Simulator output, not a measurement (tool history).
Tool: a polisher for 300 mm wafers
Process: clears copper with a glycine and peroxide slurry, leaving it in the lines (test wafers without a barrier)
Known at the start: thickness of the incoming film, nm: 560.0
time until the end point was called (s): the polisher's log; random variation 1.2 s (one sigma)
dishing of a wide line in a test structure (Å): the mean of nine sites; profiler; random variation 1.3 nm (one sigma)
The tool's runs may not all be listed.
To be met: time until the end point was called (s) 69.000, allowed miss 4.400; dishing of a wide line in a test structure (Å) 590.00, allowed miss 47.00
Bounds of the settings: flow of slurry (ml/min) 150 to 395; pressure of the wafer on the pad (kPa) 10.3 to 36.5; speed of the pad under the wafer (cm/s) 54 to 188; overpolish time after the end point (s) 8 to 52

run,hour,flow of slurry (ml/min),pressure of the wafer on the pad (kPa),speed of the pad under the wafer (cm/s),overpolish time after the end point (s),time until the end point was called (s),dishing of a wide line in a test structure (Å)
1,0.0,250,23.4,120,26,70.716,930.96
2,8.9,250,25.5,120,26,61.828,988.69
3,18.0,245,24.8,122,20,63.355,822.08
4,22.9,245,24.8,136,20,57.925,882.54
5,23.7,245,24.8,136,31,60.548,1088.30
6,31.5,235,22.8,138,23,62.983,949.31
7,34.1,260,22.8,128,18,63.633,766.17
8,39.5,265,21.4,128,16,69.625,688.29

Which of these 5 next moves meets every target?
A,44.9,310,22.8,120,13,?,?
B,44.9,175,17.2,130,20,?,?
C,44.9,230,25.5,136,15,?,?
D,44.9,270,18.6,124,16,?,?
E,44.9,340,20.7,108,15,?,?

move,time until the end point was called (s),dishing of a wide line in a test structure (Å)
A,69.055,600.05
B,86.085,679.72
C,57.728,757.49
D,80.785,613.40
E,80.786,591.78
A: meets every target
B: further off than the last run
C: further off than the last run
D: brings the result that was furthest off to its target, and leaves another outside
E: brings the result that was furthest off to its target, and leaves another outside
Move A is the one to make.
